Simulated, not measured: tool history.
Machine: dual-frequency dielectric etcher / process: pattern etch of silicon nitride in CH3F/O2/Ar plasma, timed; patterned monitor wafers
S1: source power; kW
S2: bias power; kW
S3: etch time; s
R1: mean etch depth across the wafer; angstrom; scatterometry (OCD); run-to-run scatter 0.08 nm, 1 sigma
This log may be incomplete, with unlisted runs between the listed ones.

run,hour,S1,S2,S3,R1
1,0,0.28,0.079,45.5,302.16
2,4.8,0.28,0.091,45.5,323.2
3,12.7,0.25,0.085,45.5,300.37
4,16.1,0.25,0.098,45.5,318.69
5,20.3,0.23,0.09,45,295.69
6,27.4,0.23,0.08,45,282.89
7,33.3,0.22,0.077,45,272.4

Run 8 has not been measured yet. What should we expect?
8,38.5,0.21,0.076,45,?

R1: 266.3 angstrom
